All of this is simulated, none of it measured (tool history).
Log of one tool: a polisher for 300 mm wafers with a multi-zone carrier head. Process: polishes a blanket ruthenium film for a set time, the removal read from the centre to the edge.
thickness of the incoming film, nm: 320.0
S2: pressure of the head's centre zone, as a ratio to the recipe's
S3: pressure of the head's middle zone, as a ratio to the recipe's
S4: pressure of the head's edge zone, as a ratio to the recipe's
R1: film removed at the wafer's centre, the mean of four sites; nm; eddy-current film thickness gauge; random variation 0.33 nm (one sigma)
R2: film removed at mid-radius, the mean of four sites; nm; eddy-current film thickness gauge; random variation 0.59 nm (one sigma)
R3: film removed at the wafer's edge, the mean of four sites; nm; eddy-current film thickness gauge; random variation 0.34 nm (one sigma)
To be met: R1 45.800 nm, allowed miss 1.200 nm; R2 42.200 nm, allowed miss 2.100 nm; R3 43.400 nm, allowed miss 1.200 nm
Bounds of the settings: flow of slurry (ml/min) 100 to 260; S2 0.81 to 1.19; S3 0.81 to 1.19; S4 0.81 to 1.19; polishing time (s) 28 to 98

{"run": 1, "hour": 0.0, "flow of slurry (ml/min)": 165, "S2": 1.0, "S3": 1.0, "S4": 1.0, "polishing time (s)": 63, "R1": 74.714, "R2": 70.104, "R3": 69.342}
{"run": 2, "hour": 6.8, "flow of slurry (ml/min)": 145, "S2": 1.0, "S3": 1.0, "S4": 1.0, "polishing time (s)": 63, "R1": 72.557, "R2": 68.358, "R3": 67.861}
{"run": 3, "hour": 10.3, "flow of slurry (ml/min)": 140, "S2": 0.98, "S3": 0.97, "S4": 0.97, "polishing time (s)": 58, "R1": 63.692, "R2": 61.297, "R3": 61.171}
{"run": 4, "hour": 13.9, "flow of slurry (ml/min)": 140, "S2": 0.98, "S3": 1.01, "S4": 0.97, "polishing time (s)": 58, "R1": 65.009, "R2": 63.489, "R3": 61.665}
{"run": 5, "hour": 16.7, "flow of slurry (ml/min)": 140, "S2": 1.06, "S3": 1.01, "S4": 0.97, "polishing time (s)": 58, "R1": 69.978, "R2": 62.805, "R3": 61.261}
{"run": 6, "hour": 19.2, "flow of slurry (ml/min)": 170, "S2": 1.06, "S3": 1.01, "S4": 0.97, "polishing time (s)": 58, "R1": 73.091, "R2": 64.152, "R3": 62.832}
{"run": 7, "hour": 19.8, "flow of slurry (ml/min)": 165, "S2": 1.04, "S3": 0.98, "S4": 0.94, "polishing time (s)": 54, "R1": 66.088, "R2": 59.236, "R3": 56.998}
{"run": 8, "hour": 25.3, "flow of slurry (ml/min)": 155, "S2": 1.02, "S3": 0.94, "S4": 0.93, "polishing time (s)": 51, "R1": 61.29, "R2": 53.473, "R3": 54.014}
{"run": 9, "hour": 30.7, "flow of slurry (ml/min)": 150, "S2": 1.0, "S3": 0.92, "S4": 0.91, "polishing time (s)": 49, "R1": 56.561, "R2": 51.707, "R3": 50.782}
{"run": 10, "hour": 39.0, "flow of slurry (ml/min)": 145, "S2": 0.99, "S3": 0.9, "S4": 0.9, "polishing time (s)": 47, "R1": 54.196, "R2": 46.942, "R3": 48.121}
{"run": 11, "hour": 43.7, "flow of slurry (ml/min)": 110, "S2": 0.89, "S3": 0.91, "S4": 0.81, "polishing time (s)": 45, "R1": 42.471, "R2": 41.592, "R3": 41.304}
{"run": 12, "hour": 49.5, "flow of slurry (ml/min)": 120, "S2": 0.89, "S3": 0.9, "S4": 0.82, "polishing time (s)": 45, "R1": 43.492, "R2": 44.454, "R3": 43.434}
{"run": 13, "hour": 57.1, "flow of slurry (ml/min)": 120, "S2": 0.9, "S3": 0.89, "S4": 0.82, "polishing time (s)": 45, "R1": 43.879, "R2": 43.63, "R3": 43.068}

4 next moves are on the table. One of them brings every result within its allowed miss. Which?
{"run": "A", "hour": 64.7, "flow of slurry (ml/min)": 150, "S2": 0.88, "S3": 0.98, "S4": 0.83, "polishing time (s)": 43, "R1": "?", "R2": "?", "R3": "?"}
{"run": "B", "hour": 64.7, "flow of slurry (ml/min)": 100, "S2": 0.94, "S3": 0.85, "S4": 0.81, "polishing time (s)": 48, "R1": "?", "R2": "?", "R3": "?"}
{"run": "C", "hour": 64.7, "flow of slurry (ml/min)": 110, "S2": 0.83, "S3": 0.93, "S4": 0.82, "polishing time (s)": 47, "R1": "?", "R2": "?", "R3": "?"}
{"run": "D", "hour": 64.7, "flow of slurry (ml/min)": 125, "S2": 0.81, "S3": 0.85, "S4": 0.87, "polishing time (s)": 46, "R1": "?", "R2": "?", "R3": "?"}

move=A R1=44.298 R2=47.757 R3=42.434
move=B R1=46.434 R2=43.734 R3=43.422
move=C R1=41.651 R2=46.662 R3=43.630
move=D R1=41.481 R2=44.901 R3=45.006
A: further off than the last run
B: meets every target
C: further off than the last run
D: further off than the last run
Move B is the one to make.

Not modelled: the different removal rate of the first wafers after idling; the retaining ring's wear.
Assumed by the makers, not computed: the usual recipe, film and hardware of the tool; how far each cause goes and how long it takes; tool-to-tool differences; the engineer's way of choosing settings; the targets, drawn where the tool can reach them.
